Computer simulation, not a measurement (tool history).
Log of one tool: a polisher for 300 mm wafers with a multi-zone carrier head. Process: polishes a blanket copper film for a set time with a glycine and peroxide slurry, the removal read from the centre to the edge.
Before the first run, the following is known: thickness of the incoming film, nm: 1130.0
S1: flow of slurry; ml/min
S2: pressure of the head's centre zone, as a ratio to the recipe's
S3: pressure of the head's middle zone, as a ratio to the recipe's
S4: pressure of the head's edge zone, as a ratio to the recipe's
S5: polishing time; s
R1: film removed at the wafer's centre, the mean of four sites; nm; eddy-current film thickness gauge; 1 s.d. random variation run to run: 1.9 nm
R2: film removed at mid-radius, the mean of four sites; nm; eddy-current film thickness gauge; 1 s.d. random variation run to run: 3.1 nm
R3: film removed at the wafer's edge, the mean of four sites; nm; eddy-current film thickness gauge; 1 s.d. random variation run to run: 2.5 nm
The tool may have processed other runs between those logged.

| run | day | S1 | S2 | S3 | S4 | S5 | R1 | R2 | R3 |
|---|---|---|---|---|---|---|---|---|---|
| 1 | 0.000 | 230 | 1.00 | 1.00 | 1.00 | 59 | 281.14 | 271.40 | 276.61 |
| 2 | 0.288 | 220 | 0.95 | 0.98 | 0.97 | 57 | 256.56 | 258.11 | 261.52 |
| 3 | 0.625 | 220 | 0.95 | 0.94 | 0.97 | 57 | 253.71 | 255.45 | 263.04 |
| 4 | 0.654 | 220 | 0.95 | 0.94 | 0.97 | 43 | 190.60 | 191.28 | 199.00 |
| 5 | 0.958 | 220 | 0.95 | 0.94 | 0.91 | 43 | 192.51 | 189.88 | 197.47 |
| 6 | 1.129 | 265 | 0.95 | 0.94 | 0.91 | 43 | 194.31 | 193.25 | 196.41 |
| 7 | 1.196 | 260 | 0.93 | 0.95 | 0.95 | 45 | 195.89 | 203.59 | 206.84 |

The next listed run, before its measurement:
| 8 | 1.404 | 260 | 0.93 | 0.96 | 0.98 | 47 | ? | ? | ? |

{"run 8": {"R1": 209.14, "R2": 217.47, "R3": 221.65}}
